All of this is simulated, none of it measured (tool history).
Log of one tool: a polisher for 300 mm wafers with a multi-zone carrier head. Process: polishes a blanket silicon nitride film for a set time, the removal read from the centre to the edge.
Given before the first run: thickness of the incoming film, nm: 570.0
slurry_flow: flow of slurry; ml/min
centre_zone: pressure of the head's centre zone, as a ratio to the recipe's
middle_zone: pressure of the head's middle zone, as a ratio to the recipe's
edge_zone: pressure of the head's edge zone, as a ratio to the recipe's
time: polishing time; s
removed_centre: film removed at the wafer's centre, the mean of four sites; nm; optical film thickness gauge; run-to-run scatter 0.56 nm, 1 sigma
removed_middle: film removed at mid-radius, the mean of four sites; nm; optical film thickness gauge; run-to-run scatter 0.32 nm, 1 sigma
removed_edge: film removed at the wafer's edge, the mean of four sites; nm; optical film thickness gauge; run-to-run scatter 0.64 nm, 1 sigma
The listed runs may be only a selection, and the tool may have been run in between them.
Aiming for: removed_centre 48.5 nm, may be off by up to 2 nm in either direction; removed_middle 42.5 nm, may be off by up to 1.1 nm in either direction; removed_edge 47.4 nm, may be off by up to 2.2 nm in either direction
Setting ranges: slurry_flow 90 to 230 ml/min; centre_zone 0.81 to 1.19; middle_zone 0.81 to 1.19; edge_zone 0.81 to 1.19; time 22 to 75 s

run  hour  slurry_flow  centre_zone  middle_zone  edge_zone  time  removed_centre  removed_middle  removed_edge
  1     0          150            1            1          1    48          68.976          70.774        72.709
  2   4.9          140         1.01         0.95       0.96    43          62.481          59.817        62.272
  3   9.3          130            1         0.91       0.94    40          54.777          52.236        55.984
  4    14          130            1         0.95       0.94    40          56.252          54.991        56.703
  5    18          130            1         0.91       0.94    40          55.381           52.11        55.723
  6  19.8          120            1         0.88       0.92    39          51.754          49.003        52.969
  7  28.2          115         1.01         0.86       0.91    38          50.786          45.477        51.201
  8  36.9          110         1.01         0.85       0.89    38           49.61           44.62        49.976
     40.7  -- slurry nozzle cleaned
  9  40.7          105         1.02         0.85       0.87    38          52.893          48.006        50.899
 10  46.4          105         1.02         0.84       0.87    37          52.073          46.115        49.562
 11  54.5          105         1.02         0.83       0.87    37          51.186          44.531        49.941
 12  59.6          100         1.02         0.83       0.86    37          52.102          44.393         50.28
 13  61.3          105         1.01         0.83       0.85    36          49.961          44.008        49.562
 14  64.2           95         1.01         0.82       0.81    35          47.856          40.963        44.632

Exercise: of the 4 proposed moves below, exactly one satisfies all targets within the stated allowed misses. Which move is it?
  A  67.1          135         0.98         0.81       0.87    31               ?               ?             ?
  B  67.1          110         1.05         0.87       0.81    36               ?               ?             ?
  C  67.1          125         1.07         0.83       0.81    35               ?               ?             ?
  D  67.1          170         0.98         0.82       0.91    31               ?               ?             ?

move  removed_centre  removed_middle  removed_edge
   A          46.403           40.27        43.921
   B          53.736          46.921        47.519
   C          55.308          45.488        47.386
   D          48.983          42.674        46.401
A: the biggest miss grows against the last run
B: the result that was furthest off in the last run now lies on the other side of its target
C: the result that was furthest off in the last run now lies on the other side of its target
D: each result inside its tolerance
D is the move that brings every result within its allowed miss.
